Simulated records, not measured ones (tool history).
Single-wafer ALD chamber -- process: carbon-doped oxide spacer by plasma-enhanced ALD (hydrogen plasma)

run	hour	heater temperature setpoint (deg C)	number of ALD cycles (cycles)	mean film thickness on the monitor wafer (angstrom)
1	0.0	415	458	200.41
2	9.3	404	458	208.79
3	12.2	400	458	211.13
4	21.0	404	458	208.45
5	25.4	404	509	229.20
6	32.6	404	560	253.54
7	36.7	408	502	225.73

Run 8 comes next. What will it give?
8	41.6	410	459	?

Logged for run 8: mean film thickness on the monitor wafer (angstrom) 203.89.
